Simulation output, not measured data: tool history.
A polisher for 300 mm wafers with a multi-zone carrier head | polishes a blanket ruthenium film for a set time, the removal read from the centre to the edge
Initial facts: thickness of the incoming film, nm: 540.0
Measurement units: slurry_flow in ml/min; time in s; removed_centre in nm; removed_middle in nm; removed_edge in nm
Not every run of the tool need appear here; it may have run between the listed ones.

| run | hour | slurry_flow | centre_zone | middle_zone | edge_zone | time | removed_centre | removed_middle | removed_edge |
|---|---|---|---|---|---|---|---|---|---|
| 1 | 0.0 | 140 | 1.00 | 1.00 | 1.00 | 83 | 87.802 | 99.793 | 97.319 |
| 2 | 4.6 | 140 | 1.09 | 1.00 | 1.00 | 83 | 94.475 | 98.906 | 99.182 |
| 3 | 13.4 | 140 | 1.09 | 1.00 | 1.00 | 73 | 82.900 | 87.465 | 85.446 |
| 4 | 17.4 | 140 | 1.09 | 1.00 | 1.00 | 57 | 65.442 | 67.923 | 65.735 |
| 5 | 24.9 | 135 | 1.04 | 1.00 | 0.96 | 55 | 60.416 | 65.994 | 64.700 |
| 6 | 28.9 | 160 | 1.04 | 1.00 | 0.96 | 55 | 62.034 | 66.163 | 64.935 |
| 7 | 30.5 | 165 | 1.03 | 1.03 | 0.95 | 51 | 57.205 | 63.530 | 60.587 |
| 8 | 35.2 | 170 | 1.02 | 1.05 | 0.93 | 49 | 54.709 | 64.202 | 58.076 |

Run 9 has not been measured yet. What should we expect?
| 9 | 37.5 | 130 | 1.00 | 1.05 | 0.83 | 48 | ? | ? | ? |

Logged for run 9: removed_centre 50.160 nm, removed_middle 59.170 nm, removed_edge 52.141 nm.
